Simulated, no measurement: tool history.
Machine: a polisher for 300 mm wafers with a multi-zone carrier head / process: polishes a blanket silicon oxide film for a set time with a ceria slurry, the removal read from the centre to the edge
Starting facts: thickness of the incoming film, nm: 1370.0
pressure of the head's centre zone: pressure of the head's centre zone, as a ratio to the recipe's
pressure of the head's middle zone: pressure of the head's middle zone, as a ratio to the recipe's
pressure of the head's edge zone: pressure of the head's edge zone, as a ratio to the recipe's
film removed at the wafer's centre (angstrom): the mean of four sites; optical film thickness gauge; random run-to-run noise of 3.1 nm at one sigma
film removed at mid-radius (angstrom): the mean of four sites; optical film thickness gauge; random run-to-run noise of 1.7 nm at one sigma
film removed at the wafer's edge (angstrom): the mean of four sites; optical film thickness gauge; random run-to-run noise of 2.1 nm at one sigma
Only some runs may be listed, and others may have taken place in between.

| run | hour | flow of slurry (ml/min) | pressure of the head's centre zone | pressure of the head's middle zone | pressure of the head's edge zone | polishing time (s) | film removed at the wafer's centre (angstrom) | film removed at mid-radius (angstrom) | film removed at the wafer's edge (angstrom) |
|---|---|---|---|---|---|---|---|---|---|
| 1 | 0.0 | 225 | 1.00 | 1.00 | 1.00 | 70 | 3371.6 | 3402.1 | 3353.7 |
| 2 | 5.2 | 225 | 1.00 | 1.00 | 1.00 | 62 | 2937.2 | 2996.8 | 2946.1 |
| 3 | 13.4 | 225 | 1.00 | 0.96 | 1.00 | 62 | 2916.6 | 2888.8 | 2916.6 |
| 4 | 17.6 | 280 | 1.00 | 0.96 | 1.00 | 62 | 3001.2 | 2956.5 | 2998.5 |
| 5 | 22.0 | 280 | 1.00 | 0.96 | 1.00 | 69 | 3388.9 | 3298.8 | 3332.5 |
| 6 | 27.4 | 280 | 1.06 | 0.96 | 1.00 | 69 | 3673.5 | 3332.7 | 3336.5 |
| 7 | 34.3 | 275 | 1.02 | 0.98 | 0.96 | 64 | 3196.9 | 3130.1 | 3019.0 |
| 8 | 38.1 | 270 | 0.99 | 0.99 | 0.93 | 60 | 2949.6 | 2939.3 | 2801.5 |

What will run 9 give?
| 9 | 44.6 | 270 | 0.99 | 0.99 | 0.93 | 60 | ? | ? | ? |

{"run 9": {"film removed at the wafer's centre (angstrom)": 2874.5, "film removed at mid-radius (angstrom)": 2926.3, "film removed at the wafer's edge (angstrom)": 2815.6}}

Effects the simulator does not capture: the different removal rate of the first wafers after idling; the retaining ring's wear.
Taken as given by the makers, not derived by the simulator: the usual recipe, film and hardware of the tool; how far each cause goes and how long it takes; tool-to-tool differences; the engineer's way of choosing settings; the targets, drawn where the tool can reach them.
